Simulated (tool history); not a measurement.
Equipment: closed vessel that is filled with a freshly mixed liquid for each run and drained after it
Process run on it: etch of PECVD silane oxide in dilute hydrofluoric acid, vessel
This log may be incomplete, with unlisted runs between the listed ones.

run	hour	temperature setpoint of the liquid (C)	parts of water to one part of 49 % hydrofluoric acid (parts by volume)	time in the liquid (s)	thickness taken off the PECVD silane oxide on a monitor wafer (angstrom)
1	0	20	265	30	29.818
2	5.3	22.5	260	30	33.359
3	10.5	22.5	170	30	56.54
4	15	22.5	250	30	35.252
5	16.1	24	245	30	37.928
# hour 18.8: hydrofluoric acid flow meter replaced
6	18.8	24	245	30	40.913
7	20.8	24.5	245	30	41.873

Estimate the outcome of run 8 from the log above:
8	22.2	24.5	245	30	?

Run 8 gave thickness taken off the PECVD silane oxide on a monitor wafer (angstrom) 42.027.

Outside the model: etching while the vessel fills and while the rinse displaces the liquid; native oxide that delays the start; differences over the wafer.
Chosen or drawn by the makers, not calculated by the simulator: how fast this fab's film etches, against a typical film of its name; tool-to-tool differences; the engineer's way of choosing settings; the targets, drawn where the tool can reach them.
